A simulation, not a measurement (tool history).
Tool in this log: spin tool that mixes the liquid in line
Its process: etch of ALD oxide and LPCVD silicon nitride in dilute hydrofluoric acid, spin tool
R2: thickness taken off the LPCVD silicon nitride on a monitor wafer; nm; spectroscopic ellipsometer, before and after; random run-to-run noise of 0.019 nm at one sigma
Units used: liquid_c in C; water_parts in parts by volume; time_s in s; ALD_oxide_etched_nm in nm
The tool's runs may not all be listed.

Run 1, hour 0: liquid_c 23 C, water_parts 145 parts by volume, time_s 180 s. Result: ALD_oxide_etched_nm 13.849 nm, R2 0.5906 nm.
Run 2, hour 2.5: liquid_c 22 C, water_parts 170 parts by volume, time_s 180 s. Result: ALD_oxide_etched_nm 11.059 nm, R2 0.46139 nm.
Run 3, hour 11.6: liquid_c 18.5 C, water_parts 170 parts by volume, time_s 180 s. Result: ALD_oxide_etched_nm 9.7035 nm, R2 0.30531 nm.
Run 4, hour 13.7: liquid_c 18.5 C, water_parts 170 parts by volume, time_s 245 s. Result: ALD_oxide_etched_nm 13.153 nm, R2 0.46729 nm.
Run 5, hour 14.3: liquid_c 19.5 C, water_parts 195 parts by volume, time_s 230 s. Result: ALD_oxide_etched_nm 10.911 nm, R2 0.40608 nm.
At hour 22.4: hydrofluoric acid flow meter replaced.
Run 6, hour 22.4: liquid_c 20 C, water_parts 215 parts by volume, time_s 210 s. Result: ALD_oxide_etched_nm 9.6492 nm, R2 0.37436 nm.
Run 7, hour 24.9: liquid_c 20.5 C, water_parts 225 parts by volume, time_s 185 s. Result: ALD_oxide_etched_nm 8.2312 nm, R2 0.30755 nm.
Run 8, hour 30.1: liquid_c 21 C, water_parts 235 parts by volume, time_s 170 s. Result: ALD_oxide_etched_nm 7.2709 nm, R2 0.30147 nm.
Run 9, hour 32.2: liquid_c 21 C, water_parts 240 parts by volume, time_s 165 s. Result: ALD_oxide_etched_nm 6.8941 nm, R2 0.30668 nm.
Run 10, hour 38.2: liquid_c 21 C, water_parts 245 parts by volume, time_s 160 s. Result: ALD_oxide_etched_nm 6.4857 nm, R2 0.27652 nm.

Run 11 is up next; what results do you expect?
Run 11, hour 43: liquid_c 21 C, water_parts 250 parts by volume, time_s 155 s. Result: ALD_oxide_etched_nm ?, R2 ?.

{"run 11": {"ALD_oxide_etched_nm": 6.1364, "R2": 0.2573}}
